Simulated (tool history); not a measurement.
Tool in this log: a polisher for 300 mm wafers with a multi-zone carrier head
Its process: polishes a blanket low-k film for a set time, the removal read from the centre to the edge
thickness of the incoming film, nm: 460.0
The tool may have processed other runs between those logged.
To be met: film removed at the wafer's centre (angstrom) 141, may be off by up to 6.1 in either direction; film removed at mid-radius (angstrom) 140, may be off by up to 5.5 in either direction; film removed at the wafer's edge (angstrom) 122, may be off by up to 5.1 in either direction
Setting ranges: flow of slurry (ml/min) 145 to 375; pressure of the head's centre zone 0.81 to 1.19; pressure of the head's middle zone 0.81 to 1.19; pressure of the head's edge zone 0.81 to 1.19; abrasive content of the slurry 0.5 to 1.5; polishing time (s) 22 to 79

| run | hour | flow of slurry (ml/min) | pressure of the head's centre zone | pressure of the head's middle zone | pressure of the head's edge zone | abrasive content of the slurry | polishing time (s) | film removed at the wafer's centre (angstrom) | film removed at mid-radius (angstrom) | film removed at the wafer's edge (angstrom) |
|---|---|---|---|---|---|---|---|---|---|---|
| 1 | 0 | 240 | 1 | 1 | 1 | 1 | 50 | 266.98 | 259.18 | 257.18 |
| 2 | 6.2 | 240 | 0.96 | 1 | 1 | 1 | 50 | 252.73 | 264.47 | 258.26 |
| 3 | 11.8 | 240 | 0.96 | 1 | 1.03 | 1 | 50 | 258.32 | 267.3 | 267.94 |
| 4 | 16.9 | 240 | 0.97 | 1 | 0.98 | 0.85 | 46 | 219.67 | 223.15 | 219.63 |
| 5 | 20.3 | 240 | 0.98 | 1.02 | 0.94 | 0.75 | 42 | 191.48 | 199.14 | 187.99 |
| 6 | 28.4 | 240 | 0.98 | 1.02 | 0.94 | 0.75 | 47 | 219.77 | 220.33 | 207.86 |
| 7 | 34.7 | 240 | 0.99 | 1.03 | 0.91 | 0.7 | 43 | 197 | 201.17 | 184.91 |
| 8 | 43.4 | 240 | 1 | 1.03 | 0.89 | 0.65 | 40 | 181.01 | 175.64 | 162.68 |
| 9 | 45.8 | 240 | 1 | 1.04 | 0.87 | 0.6 | 38 | 157.66 | 162.8 | 147.04 |
| 10 | 54.2 | 235 | 1.01 | 1.04 | 0.85 | 0.55 | 37 | 149.58 | 153.43 | 136.02 |
| 11 | 59.7 | 225 | 1.02 | 1.04 | 0.84 | 0.55 | 37 | 151.84 | 155.85 | 135.26 |
| 12 | 60.7 | 220 | 1.02 | 1.03 | 0.83 | 0.55 | 37 | 151.44 | 150.63 | 133.87 |
| 13 | 62.3 | 215 | 1.02 | 1.03 | 0.82 | 0.55 | 37 | 151.18 | 151.82 | 134.12 |
| 14 | 68 | 215 | 1.03 | 1.03 | 0.82 | 0.55 | 36 | 148.23 | 144.15 | 131.8 |
| 15 | 73.9 | 215 | 1.03 | 1.03 | 0.82 | 0.55 | 36 | 146.95 | 145.92 | 128.13 |
| 16 | 81.7 | 210 | 1.03 | 1.03 | 0.82 | 0.55 | 36 | 144.48 | 144.05 | 128.02 |
| 17 | 87.1 | 205 | 1.04 | 1.03 | 0.82 | 0.55 | 36 | 149.99 | 146.83 | 127.38 |
| 18 | 89.5 | 200 | 1.02 | 1.02 | 0.81 | 0.5 | 35 | 138.16 | 132.2 | 116.71 |

Of the 4 settings listed for the next run, only one would bring every result within its allowed miss of target. Which one?
| A | 91.9 | 145 | 1.05 | 1.06 | 0.83 | 0.5 | 37 | ? | ? | ? |
| B | 91.9 | 365 | 0.92 | 0.91 | 0.95 | 0.95 | 26 | ? | ? | ? |
| C | 91.9 | 205 | 1 | 1.11 | 0.81 | 0.5 | 34 | ? | ? | ? |
| D | 91.9 | 180 | 1.01 | 1.06 | 0.81 | 0.55 | 38 | ? | ? | ? |

| move | film removed at the wafer's centre (angstrom) | film removed at mid-radius (angstrom) | film removed at the wafer's edge (angstrom) |
|---|---|---|---|
| A | 139.12 | 138.24 | 123.31 |
| B | 127.8 | 126.45 | 133.3 |
| C | 127.74 | 137.98 | 115.63 |
| D | 148.49 | 152.97 | 133.96 |
A: all results land within tolerance of their targets
B: further off than the last run
C: the worst result of the last run now meets its target, but another is out of spec
D: takes the result that was furthest off past its target
The move that meets every target is A.
